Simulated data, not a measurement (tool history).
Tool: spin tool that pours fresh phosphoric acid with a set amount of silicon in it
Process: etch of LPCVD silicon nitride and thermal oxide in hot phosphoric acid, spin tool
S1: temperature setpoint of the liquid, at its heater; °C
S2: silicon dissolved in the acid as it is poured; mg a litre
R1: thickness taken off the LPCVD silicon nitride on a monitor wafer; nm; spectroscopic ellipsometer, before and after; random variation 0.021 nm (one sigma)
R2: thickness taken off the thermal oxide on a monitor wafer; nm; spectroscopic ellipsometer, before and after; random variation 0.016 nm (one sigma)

Run 1, day 0: S1 163 °C, S2 11 mg a litre, time under the liquid (s) 65. Result: R1 6.0352 nm, R2 0.15632 nm.
Run 2, day 0.271: S1 163 °C, S2 11 mg a litre, time under the liquid (s) 40. Result: R1 3.7309 nm, R2 0.094642 nm.
Run 3, day 0.579: S1 164 °C, S2 13.5 mg a litre, time under the liquid (s) 45. Result: R1 4.3457 nm, R2 0.10732 nm.
Run 4, day 0.762: S1 164 °C, S2 16.5 mg a litre, time under the liquid (s) 45. Result: R1 4.324 nm, R2 0.12733 nm.
Run 5, day 0.996: S1 164 °C, S2 16.5 mg a litre, time under the liquid (s) 25. Result: R1 2.3989 nm, R2 0.058861 nm.
Run 6, day 1.033: S1 165 °C, S2 12.5 mg a litre, time under the liquid (s) 30. Result: R1 2.9967 nm, R2 0.088953 nm.
Run 7, day 1.221: S1 165 °C, S2 10.5 mg a litre, time under the liquid (s) 35. Result: R1 3.4858 nm, R2 0.080657 nm.
Run 8, day 1.542: S1 165.5 °C, S2 8.5 mg a litre, time under the liquid (s) 40. Result: R1 4.0312 nm, R2 0.12749 nm.
Run 9, day 1.875: S1 165.5 °C, S2 6.5 mg a litre, time under the liquid (s) 40. Result: R1 4.0411 nm, R2 0.13911 nm.
Run 10, day 2.046: S1 165.5 °C, S2 6.5 mg a litre, time under the liquid (s) 45. Result: R1 4.535 nm, R2 0.14915 nm.
Run 11, day 2.3: S1 165.5 °C, S2 5 mg a litre, time under the liquid (s) 45. Result: R1 4.5385 nm, R2 0.16881 nm.
Run 12, day 2.579: S1 165.5 °C, S2 6 mg a litre, time under the liquid (s) 45. Result: R1 4.5487 nm, R2 0.14984 nm.
Run 13, day 2.821: S1 165.5 °C, S2 5 mg a litre, time under the liquid (s) 45. Result: R1 4.5451 nm, R2 0.16728 nm.
Run 14, day 3.158: S1 165.5 °C, S2 6 mg a litre, time under the liquid (s) 45. Result: R1 4.547 nm, R2 0.16055 nm.

Run 15 comes next. What will it give?
Run 15, day 3.454: S1 165.5 °C, S2 5.5 mg a litre, time under the liquid (s) 50. Result: R1 ?, R2 ?.

R1: 5.0827 nm
R2: 0.17004 nm

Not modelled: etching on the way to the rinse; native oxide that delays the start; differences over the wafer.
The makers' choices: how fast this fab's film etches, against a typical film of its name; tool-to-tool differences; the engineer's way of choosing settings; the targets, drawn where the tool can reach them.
